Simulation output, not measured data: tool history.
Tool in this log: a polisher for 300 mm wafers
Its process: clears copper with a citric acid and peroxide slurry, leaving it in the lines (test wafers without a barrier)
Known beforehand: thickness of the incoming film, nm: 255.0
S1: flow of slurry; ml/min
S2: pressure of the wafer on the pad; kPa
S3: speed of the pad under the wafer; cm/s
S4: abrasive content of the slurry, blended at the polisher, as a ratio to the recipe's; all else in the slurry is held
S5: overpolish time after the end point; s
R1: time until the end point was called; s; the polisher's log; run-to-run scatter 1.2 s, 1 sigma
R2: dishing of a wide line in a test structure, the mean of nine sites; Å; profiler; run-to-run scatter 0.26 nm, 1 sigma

{"run": 1, "hour": 0.0, "S1": 215, "S2": 18.6, "S3": 84, "S4": 1.0, "S5": 26, "R1": 149.45, "R2": 301.75}
{"run": 2, "hour": 7.5, "S1": 215, "S2": 18.6, "S3": 96, "S4": 1.0, "S5": 26, "R1": 131.52, "R2": 332.04}
{"run": 3, "hour": 8.3, "S1": 220, "S2": 18.6, "S3": 96, "S4": 1.0, "S5": 25, "R1": 131.06, "R2": 327.68}
{"run": 4, "hour": 16.0, "S1": 220, "S2": 18.6, "S3": 96, "S4": 1.0, "S5": 30, "R1": 131.65, "R2": 389.39}
{"run": 5, "hour": 22.2, "S1": 185, "S2": 18.6, "S3": 96, "S4": 1.0, "S5": 30, "R1": 131.59, "R2": 370.29}
{"run": 6, "hour": 29.8, "S1": 185, "S2": 20.7, "S3": 96, "S4": 1.0, "S5": 30, "R1": 125.52, "R2": 397.22}
{"run": 7, "hour": 35.8, "S1": 185, "S2": 20.0, "S3": 96, "S4": 1.0, "S5": 28, "R1": 126.38, "R2": 369.77}
{"run": 8, "hour": 43.1, "S1": 185, "S2": 19.3, "S3": 96, "S4": 1.0, "S5": 26, "R1": 132.0, "R2": 339.97}
{"run": 9, "hour": 47.7, "S1": 195, "S2": 18.6, "S3": 96, "S4": 1.0, "S5": 24, "R1": 134.02, "R2": 316.1}
{"run": 10, "hour": 55.8, "S1": 200, "S2": 18.6, "S3": 96, "S4": 1.0, "S5": 23, "R1": 132.66, "R2": 298.16}
{"run": 11, "hour": 57.8, "S1": 195, "S2": 18.6, "S3": 96, "S4": 1.0, "S5": 22, "R1": 132.47, "R2": 286.58}
{"run": 12, "hour": 62.3, "S1": 190, "S2": 18.6, "S3": 96, "S4": 1.0, "S5": 22, "R1": 134.21, "R2": 283.45}
{"run": 13, "hour": 64.0, "S1": 185, "S2": 18.6, "S3": 96, "S4": 1.0, "S5": 22, "R1": 135.14, "R2": 279.22}
{"run": 14, "hour": 72.4, "S1": 180, "S2": 18.6, "S3": 96, "S4": 1.0, "S5": 22, "R1": 134.45, "R2": 285.31}

What does the tool deliver on the next run?
{"run": 15, "hour": 75.9, "S1": 180, "S2": 18.6, "S3": 96, "S4": 1.0, "S5": 21, "R1": "?", "R2": "?"}

{"run 15": {"R1": 133.21, "R2": 276.0}}
